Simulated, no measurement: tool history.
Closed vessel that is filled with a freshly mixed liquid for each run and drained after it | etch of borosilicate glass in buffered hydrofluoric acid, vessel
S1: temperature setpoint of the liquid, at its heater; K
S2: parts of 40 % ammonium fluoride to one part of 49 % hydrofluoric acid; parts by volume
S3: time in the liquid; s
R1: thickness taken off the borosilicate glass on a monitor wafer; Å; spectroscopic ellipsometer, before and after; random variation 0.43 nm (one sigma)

Run 1, day 0: S1 294.15 K, S2 22 parts by volume, S3 85 s. Result: R1 438.07 Å.
Run 2, day 0.242: S1 294.15 K, S2 27 parts by volume, S3 85 s. Result: R1 386.37 Å.
Run 3, day 0.458: S1 294.15 K, S2 27 parts by volume, S3 90 s. Result: R1 407.08 Å.
Run 4, day 0.629: S1 294.15 K, S2 29.5 parts by volume, S3 90 s. Result: R1 381.96 Å.
At day 0.858: hydrofluoric acid flow meter replaced.
Run 5, day 0.858: S1 294.65 K, S2 29.5 parts by volume, S3 90 s. Result: R1 384.4 Å.
Run 6, day 1.208: S1 295.15 K, S2 29.5 parts by volume, S3 90 s. Result: R1 395.01 Å.

Forecast run 7:
Run 7, day 1.279: S1 295.65 K, S2 29.5 parts by volume, S3 90 s. Result: R1 ?.

R1: 405.15 Å

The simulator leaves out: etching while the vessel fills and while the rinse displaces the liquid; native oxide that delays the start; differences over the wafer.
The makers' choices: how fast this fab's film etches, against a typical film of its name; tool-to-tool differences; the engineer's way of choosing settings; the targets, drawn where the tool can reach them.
